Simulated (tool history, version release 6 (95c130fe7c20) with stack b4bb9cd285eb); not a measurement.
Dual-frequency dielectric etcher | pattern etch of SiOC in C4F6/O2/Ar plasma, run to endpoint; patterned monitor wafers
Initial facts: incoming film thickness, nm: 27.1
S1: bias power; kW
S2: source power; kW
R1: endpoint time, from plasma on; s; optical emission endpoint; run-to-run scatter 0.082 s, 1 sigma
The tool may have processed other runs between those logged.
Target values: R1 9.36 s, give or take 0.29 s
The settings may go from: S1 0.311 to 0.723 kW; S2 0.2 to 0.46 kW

run  hour     S1    S2      R1
  1     0  0.517  0.33  11.727
  2   8.6  0.558  0.35  11.222
  3  13.8  0.558  0.33  11.116
  4  16.2  0.558  0.36  10.845
  5  22.3  0.587  0.37  10.842
  6  23.4  0.587  0.39  10.813
  7  31.4  0.587  0.39  10.633
     33.5  -- wet clean of the chamber
  8  33.5  0.618   0.4  9.8894
  9  38.4  0.626   0.4  9.7328
 10  41.6  0.631   0.4  9.7205

Pick the move, out of 4, that brings all results within their allowed miss; only one does.
  A  44.8   0.68  0.38   ?
  B  44.8  0.581  0.45   ?
  C  44.8  0.588  0.38   ?
  D  44.8  0.609  0.35   ?

move      R1
   A  9.4927
   B  9.8444
   C  10.159
   D  10.165
A: every result lands within tolerance
B: misses by more than the last run did
C: misses by more than the last run did
D: misses by more than the last run did
Move A is the one to make.
